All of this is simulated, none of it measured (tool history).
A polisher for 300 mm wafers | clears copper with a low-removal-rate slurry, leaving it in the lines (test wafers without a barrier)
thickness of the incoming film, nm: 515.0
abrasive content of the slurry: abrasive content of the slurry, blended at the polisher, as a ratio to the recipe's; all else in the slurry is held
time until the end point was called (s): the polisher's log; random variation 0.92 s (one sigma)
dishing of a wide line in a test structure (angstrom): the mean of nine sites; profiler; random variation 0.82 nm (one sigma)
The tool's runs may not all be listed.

run  hour  flow of slurry (ml/min)  pressure of the wafer on the pad (psi)  speed of the pad under the wafer (cm/s)  abrasive content of the slurry  overpolish time after the end point (s)  time until the end point was called (s)  dishing of a wide line in a test structure (angstrom)
  1   0.0                      305                                     3.0                                      142                             1.0                                       29                                   129.70                                                 529.93
  2   4.1                      305                                     2.4                                      142                             1.0                                       29                                   160.04                                                 482.91
  3  12.1                      305                                     2.9                                      144                             1.0                                       26                                   131.74                                                 508.62
  4  13.5                      305                                     3.5                                      144                             1.0                                       26                                   111.43                                                 563.19
  5  14.2                      305                                     3.1                                      144                             1.0                                       26                                   123.12                                                 513.38
  6  22.5                      305                                     3.4                                      144                             1.0                                       24                                   112.28                                                 530.81
  7  27.9                      305                                     3.6                                      144                             1.0                                       22                                   105.37                                                 529.78

Forecast run 8:
  8  30.6                      305                                     3.7                                      144                             1.0                                       20                                        ?                                                      ?

{"run 8": {"time until the end point was called (s)": 103.18, "dishing of a wide line in a test structure (angstrom)": 510.13}}
